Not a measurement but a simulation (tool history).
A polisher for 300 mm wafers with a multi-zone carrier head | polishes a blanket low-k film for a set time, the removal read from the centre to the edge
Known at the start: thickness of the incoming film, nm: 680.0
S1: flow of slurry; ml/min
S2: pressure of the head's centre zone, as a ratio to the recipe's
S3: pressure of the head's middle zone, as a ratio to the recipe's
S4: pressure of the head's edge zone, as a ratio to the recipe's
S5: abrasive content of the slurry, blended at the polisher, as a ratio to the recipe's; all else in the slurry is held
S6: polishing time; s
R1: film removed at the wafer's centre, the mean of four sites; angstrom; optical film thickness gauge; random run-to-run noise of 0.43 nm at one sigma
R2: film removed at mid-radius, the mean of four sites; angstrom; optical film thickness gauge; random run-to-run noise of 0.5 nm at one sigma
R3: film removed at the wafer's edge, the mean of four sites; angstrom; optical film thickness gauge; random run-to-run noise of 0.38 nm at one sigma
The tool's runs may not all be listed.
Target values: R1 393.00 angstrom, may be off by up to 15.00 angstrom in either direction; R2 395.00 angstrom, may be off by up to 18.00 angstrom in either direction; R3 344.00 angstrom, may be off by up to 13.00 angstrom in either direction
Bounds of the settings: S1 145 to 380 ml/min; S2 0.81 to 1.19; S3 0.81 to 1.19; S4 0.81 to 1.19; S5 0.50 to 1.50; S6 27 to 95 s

| run | hour | S1 | S2 | S3 | S4 | S5 | S6 | R1 | R2 | R3 |
|---|---|---|---|---|---|---|---|---|---|---|
| 1 | 0.0 | 245 | 1.00 | 1.00 | 1.00 | 1.00 | 61 | 238.48 | 230.68 | 232.18 |
| 2 | 3.5 | 245 | 1.00 | 1.00 | 1.00 | 1.00 | 55 | 214.55 | 213.33 | 212.51 |
| 3 | 11.4 | 255 | 1.03 | 1.05 | 1.01 | 1.15 | 59 | 249.36 | 246.07 | 242.71 |
| 4 | 13.5 | 265 | 1.05 | 1.09 | 0.98 | 1.25 | 63 | 272.51 | 276.22 | 260.50 |
| 5 | 18.5 | 225 | 1.05 | 1.09 | 0.98 | 1.25 | 63 | 270.42 | 280.99 | 260.08 |
| 6 | 21.8 | 225 | 1.05 | 1.09 | 1.05 | 1.25 | 63 | 274.76 | 272.07 | 266.22 |
| 7 | 30.1 | 225 | 1.08 | 1.11 | 1.03 | 1.30 | 67 | 298.59 | 299.01 | 284.22 |
| 8 | 32.3 | 225 | 1.11 | 1.13 | 1.01 | 1.35 | 70 | 326.05 | 329.17 | 292.69 |
| 9 | 33.2 | 225 | 1.12 | 1.13 | 1.01 | 1.40 | 72 | 344.51 | 337.71 | 304.30 |
| 10 | 35.2 | 225 | 1.12 | 1.14 | 1.01 | 1.45 | 74 | 354.99 | 356.76 | 311.38 |
| 11 | 36.1 | 225 | 1.12 | 1.14 | 1.01 | 1.45 | 74 | 353.51 | 359.27 | 323.81 |
| 12 | 36.9 | 225 | 1.13 | 1.15 | 1.01 | 1.45 | 75 | 366.68 | 361.00 | 328.73 |
| 13 | 39.7 | 225 | 1.14 | 1.16 | 1.00 | 1.45 | 76 | 371.29 | 367.84 | 328.27 |
| 14 | 47.2 | 225 | 1.14 | 1.17 | 1.00 | 1.45 | 77 | 375.06 | 377.28 | 326.65 |
| 15 | 50.8 | 225 | 1.14 | 1.17 | 1.01 | 1.45 | 77 | 375.72 | 375.29 | 332.15 |

Which one of the following 5 next-run settings gets every result inside its allowed miss? There is exactly one.
| A | 54.4 | 155 | 1.19 | 1.19 | 0.89 | 1.50 | 80 | ? | ? | ? |
| B | 54.4 | 165 | 1.19 | 1.11 | 1.03 | 1.35 | 80 | ? | ? | ? |
| C | 54.4 | 185 | 1.01 | 1.19 | 0.87 | 1.50 | 81 | ? | ? | ? |
| D | 54.4 | 255 | 1.16 | 1.06 | 0.97 | 1.40 | 76 | ? | ? | ? |
| E | 54.4 | 220 | 1.13 | 1.17 | 0.98 | 1.45 | 81 | ? | ? | ? |

| move | R1 | R2 | R3 |
|---|---|---|---|
| A | 391.32 | 388.11 | 324.77 |
| B | 381.26 | 356.06 | 339.00 |
| C | 343.71 | 398.45 | 328.58 |
| D | 369.87 | 339.24 | 323.92 |
| E | 384.15 | 393.46 | 347.22 |
A: corrects the largest miss of the last run, while another result sits out of spec
B: corrects the largest miss of the last run, while another result sits out of spec
C: the biggest miss grows against the last run
D: the biggest miss grows against the last run
E: every result lands within tolerance
Move E is the one to make.
